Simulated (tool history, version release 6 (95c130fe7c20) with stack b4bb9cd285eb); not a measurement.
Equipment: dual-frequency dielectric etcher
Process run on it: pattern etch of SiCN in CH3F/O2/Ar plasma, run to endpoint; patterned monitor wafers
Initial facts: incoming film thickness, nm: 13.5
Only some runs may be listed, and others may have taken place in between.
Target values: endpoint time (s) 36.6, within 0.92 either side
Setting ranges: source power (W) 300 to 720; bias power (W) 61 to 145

run    day  source power (W)  bias power (W)  endpoint time (s)
  1      0               510             103             29.367
  2  0.179               490             100             30.204
  3  0.283               490              86             31.566
  4  0.592               410              86             33.378
  5  0.775               410             104              31.17
     1.075  -- source power generator calibrated
  6  1.075               370             104             31.819
  7  1.258               360             101             32.312
  8  1.396               350              98             33.013
  9  1.733               340              96             33.344
 10  2.104               340              94             33.644

5 candidate next runs follow, results not yet known. Just one meets every target within its allowed miss. Identify it.
  A  2.475               370             110                  ?
  B  2.475               300              79                  ?
  C  2.475               300              69                  ?
  D  2.475               360             105                  ?
  E  2.475               380              89                  ?

move  endpoint time (s)
   A             31.099
   B              36.84
   C             38.451
   D              31.85
   E             33.162
A: lands further from the targets than the last run did
B: all results land within tolerance of their targets
C: moves the result that the last run missed by most past its target, out the other side
D: lands further from the targets than the last run did
E: lands further from the targets than the last run did
The right move is B.

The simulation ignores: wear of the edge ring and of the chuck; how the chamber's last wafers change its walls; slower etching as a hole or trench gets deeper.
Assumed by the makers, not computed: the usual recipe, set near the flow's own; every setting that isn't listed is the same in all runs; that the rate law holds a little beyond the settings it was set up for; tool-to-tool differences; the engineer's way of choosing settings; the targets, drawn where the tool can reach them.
